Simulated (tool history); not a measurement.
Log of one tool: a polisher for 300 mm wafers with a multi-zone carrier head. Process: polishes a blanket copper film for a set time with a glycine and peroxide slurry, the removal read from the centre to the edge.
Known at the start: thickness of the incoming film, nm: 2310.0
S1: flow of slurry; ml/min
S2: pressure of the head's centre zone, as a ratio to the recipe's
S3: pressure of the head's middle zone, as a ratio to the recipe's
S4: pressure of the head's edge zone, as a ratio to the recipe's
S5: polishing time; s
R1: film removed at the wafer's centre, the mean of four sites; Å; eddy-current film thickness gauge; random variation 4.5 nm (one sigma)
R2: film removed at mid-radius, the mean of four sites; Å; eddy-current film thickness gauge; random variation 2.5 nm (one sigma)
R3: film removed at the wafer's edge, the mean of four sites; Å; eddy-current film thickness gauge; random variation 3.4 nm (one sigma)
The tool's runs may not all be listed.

Run 1, hour 0: S1 230 ml/min, S2 1, S3 1, S4 1, S5 50 s. Result: R1 3077.9 Å, R2 2984.6 Å, R3 2953.7 Å.
Run 2, hour 0.6: S1 235 ml/min, S2 1, S3 1, S4 1.02, S5 50 s. Result: R1 3156.7 Å, R2 3007.7 Å, R3 2992.7 Å.
Run 3, hour 3.6: S1 235 ml/min, S2 0.91, S3 1, S4 1.02, S5 50 s. Result: R1 2779.2 Å, R2 3061.3 Å, R3 3040.8 Å.
Run 4, hour 4.6: S1 240 ml/min, S2 0.92, S3 1, S4 1.04, S5 50 s. Result: R1 2835.3 Å, R2 3033.7 Å, R3 3118.7 Å.
Run 5, hour 7.2: S1 245 ml/min, S2 0.93, S3 1.01, S4 1.05, S5 50 s. Result: R1 2907.9 Å, R2 3069.5 Å, R3 3092.2 Å.
Run 6, hour 14.3: S1 245 ml/min, S2 0.93, S3 1.01, S4 1.11, S5 50 s. Result: R1 2834.9 Å, R2 3074.9 Å, R3 3169.1 Å.
Run 7, hour 21.6: S1 250 ml/min, S2 0.94, S3 1.01, S4 1.12, S5 50 s. Result: R1 2866 Å, R2 3082.1 Å, R3 3184.5 Å.
Run 8, hour 30.6: S1 255 ml/min, S2 0.95, S3 1.01, S4 1.13, S5 50 s. Result: R1 2964.6 Å, R2 3056.2 Å, R3 3171.9 Å.
Run 9, hour 36: S1 260 ml/min, S2 0.95, S3 1.01, S4 1.14, S5 50 s. Result: R1 2950.7 Å, R2 3055.9 Å, R3 3248.6 Å.
Run 10, hour 39.4: S1 265 ml/min, S2 0.95, S3 1.02, S4 1.14, S5 50 s. Result: R1 2903.5 Å, R2 3116.1 Å, R3 3248.1 Å.

Forecast run 11:
Run 11, hour 48: S1 270 ml/min, S2 0.96, S3 1.02, S4 1.14, S5 50 s. Result: R1 ?, R2 ?, R3 ?.

{"run 11": {"R1": 3050.8, "R2": 3138.7, "R3": 3217.6}}
